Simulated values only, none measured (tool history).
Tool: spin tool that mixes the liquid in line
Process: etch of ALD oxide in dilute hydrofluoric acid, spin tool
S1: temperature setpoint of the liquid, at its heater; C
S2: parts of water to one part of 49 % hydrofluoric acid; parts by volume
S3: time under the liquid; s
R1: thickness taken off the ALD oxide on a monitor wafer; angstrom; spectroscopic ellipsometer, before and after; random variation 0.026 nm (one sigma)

{"run": 1, "hour": 0.0, "S1": 21, "S2": 140, "S3": 85, "R1": 61.277}
{"run": 2, "hour": 4.3, "S1": 24, "S2": 140, "S3": 85, "R1": 68.687}
{"run": 3, "hour": 12.4, "S1": 24, "S2": 90, "S3": 85, "R1": 113.51}
{"run": 4, "hour": 16.6, "S1": 24, "S2": 90, "S3": 65, "R1": 87.116}
{"run": 5, "hour": 19.3, "S1": 22, "S2": 110, "S3": 65, "R1": 64.25}
{"run": 6, "hour": 21.4, "S1": 24.5, "S2": 110, "S3": 65, "R1": 70.07}
{"run": 7, "hour": 26.9, "S1": 23, "S2": 125, "S3": 65, "R1": 57.547}
{"run": 8, "hour": 27.5, "S1": 21.5, "S2": 130, "S3": 65, "R1": 52.228}
{"run": 9, "hour": 33.1, "S1": 20, "S2": 135, "S3": 65, "R1": 46.861}
{"run": 10, "hour": 37.9, "S1": 20, "S2": 135, "S3": 65, "R1": 46.27}
{"run": 11, "hour": 45.0, "S1": 19, "S2": 135, "S3": 65, "R1": 45.014}
{"hour": 50.8, "done": "hydrofluoric acid flow meter replaced"}
{"run": 12, "hour": 50.8, "S1": 19, "S2": 135, "S3": 65, "R1": 48.333}
{"run": 13, "hour": 57.1, "S1": 18.5, "S2": 140, "S3": 65, "R1": 45.527}

The next listed run, before its measurement:
{"run": 14, "hour": 58.8, "S1": 18, "S2": 145, "S3": 65, "R1": "?"}

R1: 42.791 angstrom
